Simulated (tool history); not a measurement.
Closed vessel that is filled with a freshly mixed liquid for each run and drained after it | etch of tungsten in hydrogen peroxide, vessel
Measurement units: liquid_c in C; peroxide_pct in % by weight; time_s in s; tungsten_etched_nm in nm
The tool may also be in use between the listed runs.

run 1 hour=0.0 | liquid_c=56.0 peroxide_pct=25.5 time_s=100 | tungsten_etched_nm=483.87
run 2 hour=2.7 | liquid_c=57.0 peroxide_pct=26.0 time_s=100 | tungsten_etched_nm=517.54
run 3 hour=5.0 | liquid_c=54.0 peroxide_pct=26.0 time_s=100 | tungsten_etched_nm=438.94
run 4 hour=10.1 | liquid_c=60.0 peroxide_pct=26.0 time_s=100 | tungsten_etched_nm=627.52
run 5 hour=14.8 | liquid_c=60.0 peroxide_pct=23.0 time_s=100 | tungsten_etched_nm=593.29
run 6 hour=20.2 | liquid_c=60.5 peroxide_pct=23.5 time_s=100 | tungsten_etched_nm=604.01
run 7 hour=27.4 | liquid_c=61.0 peroxide_pct=24.0 time_s=100 | tungsten_etched_nm=641.11

Run 8 has not been measured yet. What should we expect?
run 8 hour=31.2 | liquid_c=61.5 peroxide_pct=24.5 time_s=100 | tungsten_etched_nm=?

tungsten_etched_nm: 664.04 nm
